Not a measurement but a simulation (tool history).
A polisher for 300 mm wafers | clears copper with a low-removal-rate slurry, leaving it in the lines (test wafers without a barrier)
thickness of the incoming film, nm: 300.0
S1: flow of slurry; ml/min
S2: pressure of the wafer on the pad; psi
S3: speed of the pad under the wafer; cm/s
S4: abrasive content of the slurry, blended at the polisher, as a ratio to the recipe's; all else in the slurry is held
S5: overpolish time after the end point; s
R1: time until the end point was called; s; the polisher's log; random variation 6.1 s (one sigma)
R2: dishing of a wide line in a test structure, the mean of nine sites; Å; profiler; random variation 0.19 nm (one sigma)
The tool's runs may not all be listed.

| run | hour | S1 | S2 | S3 | S4 | S5 | R1 | R2 |
|---|---|---|---|---|---|---|---|---|
| 1 | 0 | 200 | 2.5 | 86 | 1 | 16 | 186.63 | 221.29 |
| 2 | 3.9 | 200 | 2.5 | 106 | 1 | 16 | 154.42 | 262.91 |
| 3 | 7.6 | 175 | 2.5 | 106 | 1 | 16 | 152.87 | 264.96 |
| 4 | 15.6 | 175 | 2.4 | 102 | 1 | 15 | 168.69 | 231.62 |
| 5 | 18.8 | 175 | 3 | 102 | 1 | 15 | 131.32 | 287.28 |
| 6 | 26.6 | 175 | 3 | 102 | 1 | 11 | 136.48 | 217.19 |
| 7 | 35.1 | 175 | 2.8 | 100 | 1 | 11 | 151.12 | 192.38 |
| 8 | 41.7 | 170 | 2.1 | 88 | 1 | 13 | 222.97 | 155.22 |
| 9 | 46.5 | 170 | 2.1 | 88 | 1 | 13 | 227.36 | 150.61 |
| 10 | 54.2 | 170 | 2.1 | 88 | 1 | 13 | 226.39 | 161.69 |

The next listed run, before its measurement:
| 11 | 62.3 | 170 | 2 | 88 | 1 | 13 | ? | ? |

{"run 11": {"R1": 239.71, "R2": 149.71}}
